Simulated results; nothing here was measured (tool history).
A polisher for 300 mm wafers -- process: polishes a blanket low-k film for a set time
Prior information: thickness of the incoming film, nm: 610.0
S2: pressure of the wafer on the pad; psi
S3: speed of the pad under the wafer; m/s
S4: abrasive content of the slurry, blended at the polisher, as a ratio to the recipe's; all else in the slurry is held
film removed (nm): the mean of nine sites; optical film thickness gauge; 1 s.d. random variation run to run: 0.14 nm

{"run": 1, "day": 0.0, "flow of slurry (ml/min)": 275, "S2": 1.9, "S3": 1.14, "S4": 1, "polishing time (s)": 50, "film removed (nm)": 22.55}
{"run": 2, "day": 0.312, "flow of slurry (ml/min)": 270, "S2": 1.8, "S3": 1.14, "S4": 1, "polishing time (s)": 50, "film removed (nm)": 21.284}
{"run": 3, "day": 0.654, "flow of slurry (ml/min)": 270, "S2": 1.8, "S3": 1.14, "S4": 1, "polishing time (s)": 50, "film removed (nm)": 21.39}
{"run": 4, "day": 0.838, "flow of slurry (ml/min)": 270, "S2": 1.8, "S3": 1.14, "S4": 1, "polishing time (s)": 50, "film removed (nm)": 21.341}
{"run": 5, "day": 1.038, "flow of slurry (ml/min)": 310, "S2": 1.8, "S3": 1.14, "S4": 1, "polishing time (s)": 50, "film removed (nm)": 21.76}
{"run": 6, "day": 1.358, "flow of slurry (ml/min)": 310, "S2": 1.5, "S3": 1.14, "S4": 1, "polishing time (s)": 50, "film removed (nm)": 18.164}
{"run": 7, "day": 1.458, "flow of slurry (ml/min)": 315, "S2": 1.5, "S3": 1.14, "S4": 1, "polishing time (s)": 50, "film removed (nm)": 18.461}

Expected results for the next run?
{"run": 8, "day": 1.783, "flow of slurry (ml/min)": 315, "S2": 1.5, "S3": 1.14, "S4": 1, "polishing time (s)": 50, "film removed (nm)": "?"}

Run 8 produced film removed (nm) 18.279.
